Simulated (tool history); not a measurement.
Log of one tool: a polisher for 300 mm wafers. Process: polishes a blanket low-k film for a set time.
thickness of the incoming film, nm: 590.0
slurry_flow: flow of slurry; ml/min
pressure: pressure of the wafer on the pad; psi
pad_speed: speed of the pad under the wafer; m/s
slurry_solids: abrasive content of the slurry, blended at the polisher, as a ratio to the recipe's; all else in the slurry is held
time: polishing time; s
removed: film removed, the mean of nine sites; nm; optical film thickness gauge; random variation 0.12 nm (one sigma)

run,hour,slurry_flow,pressure,pad_speed,slurry_solids,time,removed
1,0,180,1.7,0.94,1,58,16.757
2,6.8,180,1.7,0.94,1.1,58,17.568
3,14.1,175,1.6,0.94,1.1,58,16.228
4,18.8,175,1.6,1.1,1.1,58,18.453
5,25.4,205,1.6,1.1,1.1,58,18.99
6,34.3,195,1.5,1.1,1.1,58,17.587
7,40.4,190,1.4,1.1,1.1,58,16.558
8,46.1,165,1.2,1.1,1.1,58,13.92
9,53.4,170,1.2,1.1,1.1,58,13.713
10,59.3,180,1.2,1.1,1.1,58,14.248
11,63.7,185,1.2,1.1,1.1,58,14.159

Run 12 comes next. What will it give?
12,72.3,185,1.2,1.1,1.1,58,?

{"run 12": {"removed": 14.259}}

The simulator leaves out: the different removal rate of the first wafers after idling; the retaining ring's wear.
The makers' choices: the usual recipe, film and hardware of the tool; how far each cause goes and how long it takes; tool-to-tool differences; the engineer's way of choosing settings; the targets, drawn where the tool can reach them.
